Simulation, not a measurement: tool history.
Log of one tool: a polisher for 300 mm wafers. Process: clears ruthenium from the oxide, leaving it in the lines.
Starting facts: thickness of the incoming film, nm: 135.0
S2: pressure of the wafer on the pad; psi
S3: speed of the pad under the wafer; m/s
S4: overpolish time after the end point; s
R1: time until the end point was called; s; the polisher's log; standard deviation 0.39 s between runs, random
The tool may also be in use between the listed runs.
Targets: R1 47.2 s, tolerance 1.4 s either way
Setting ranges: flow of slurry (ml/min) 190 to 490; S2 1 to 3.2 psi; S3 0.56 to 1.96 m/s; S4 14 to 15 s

Run 1, day 0: flow of slurry (ml/min) 315, S2 2.1 psi, S3 1.26 m/s, S4 14 s. Result: R1 79.512 s.
Run 2, day 0.175: flow of slurry (ml/min) 315, S2 2.3 psi, S3 1.26 m/s, S4 14 s. Result: R1 71.331 s.
Run 3, day 0.442: flow of slurry (ml/min) 315, S2 2.3 psi, S3 1.06 m/s, S4 14 s. Result: R1 83.116 s.
Run 4, day 0.692: flow of slurry (ml/min) 280, S2 2.3 psi, S3 1.06 m/s, S4 14 s. Result: R1 83.292 s.
Run 5, day 0.742: flow of slurry (ml/min) 280, S2 2.5 psi, S3 1.1 m/s, S4 14 s. Result: R1 74.951 s.
Run 6, day 0.858: flow of slurry (ml/min) 280, S2 2.1 psi, S3 1.1 m/s, S4 14 s. Result: R1 89.597 s.
Run 7, day 1.05: flow of slurry (ml/min) 280, S2 2.3 psi, S3 1.14 m/s, S4 14 s. Result: R1 79.991 s.
Run 8, day 1.142: flow of slurry (ml/min) 295, S2 2.5 psi, S3 1.16 m/s, S4 14 s. Result: R1 71.157 s.
Run 9, day 1.188: flow of slurry (ml/min) 300, S2 3.1 psi, S3 1.26 m/s, S4 14 s. Result: R1 52.718 s.

Pick the move, out of 4, that brings all results within their allowed miss; only one does.
Run A, day 1.233: flow of slurry (ml/min) 295, S2 3.2 psi, S3 1.54 m/s, S4 15 s. Result: R1 ?.
Run B, day 1.233: flow of slurry (ml/min) 300, S2 3 psi, S3 1.64 m/s, S4 14 s. Result: R1 ?.
Run C, day 1.233: flow of slurry (ml/min) 325, S2 3 psi, S3 1.36 m/s, S4 14 s. Result: R1 ?.
Run D, day 1.233: flow of slurry (ml/min) 420, S2 3.1 psi, S3 1.42 m/s, S4 15 s. Result: R1 ?.

move      R1
   A  44.149
   B   44.33
   C  52.147
   D  47.609
A: carries the result that was furthest off beyond its target, to the other side
B: carries the result that was furthest off beyond its target, to the other side
C: nearer the targets than the last run, but a result is still out of spec
D: all results land within tolerance of their targets
Go with D: it meets all targets.

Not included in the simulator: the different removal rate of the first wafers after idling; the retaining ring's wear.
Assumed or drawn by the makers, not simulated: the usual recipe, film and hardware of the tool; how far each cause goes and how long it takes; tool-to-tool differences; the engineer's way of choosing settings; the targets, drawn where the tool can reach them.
